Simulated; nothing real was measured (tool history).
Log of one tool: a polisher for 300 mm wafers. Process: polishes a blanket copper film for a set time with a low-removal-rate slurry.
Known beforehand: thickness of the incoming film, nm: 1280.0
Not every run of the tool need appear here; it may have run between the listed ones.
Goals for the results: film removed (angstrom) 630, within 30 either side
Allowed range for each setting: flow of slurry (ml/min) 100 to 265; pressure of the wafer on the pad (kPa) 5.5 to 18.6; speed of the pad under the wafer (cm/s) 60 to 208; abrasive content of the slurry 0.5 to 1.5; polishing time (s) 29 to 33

| run | hour | flow of slurry (ml/min) | pressure of the wafer on the pad (kPa) | speed of the pad under the wafer (cm/s) | abrasive content of the slurry | polishing time (s) | film removed (angstrom) |
|---|---|---|---|---|---|---|---|
| 1 | 0 | 170 | 11.7 | 134 | 1 | 33 | 748.65 |
| 2 | 1.4 | 140 | 11.7 | 134 | 1 | 33 | 733.6 |
| 3 | 10.4 | 160 | 11.7 | 134 | 1 | 33 | 745.72 |
| 4 | 16.5 | 160 | 11.7 | 148 | 1 | 33 | 804.05 |
| 5 | 18.6 | 160 | 13.8 | 148 | 1 | 33 | 970.69 |
| 6 | 19.4 | 160 | 11.7 | 148 | 1 | 33 | 812 |
| 7 | 26.4 | 160 | 11 | 148 | 1 | 33 | 772.22 |
| 8 | 28.2 | 160 | 10.3 | 148 | 1 | 33 | 732.66 |

Exercise: of the 4 proposed moves below, exactly one satisfies all targets within the stated allowed misses. Which move is it?
| A | 30 | 150 | 8.3 | 182 | 1 | 29 | ? |
| B | 30 | 140 | 10.3 | 146 | 1 | 32 | ? |
| C | 30 | 145 | 9.7 | 136 | 0.85 | 32 | ? |
| D | 30 | 155 | 10.3 | 188 | 1.05 | 32 | ? |

| move | film removed (angstrom) |
|---|---|
| A | 621.76 |
| B | 679.61 |
| C | 577.25 |
| D | 890.39 |
A: meets every target
B: closes in on the targets versus the last run, not all within tolerance yet
C: moves the result that the last run missed by most past its target, out the other side
D: its largest miss is bigger than the last run's
Answer: A
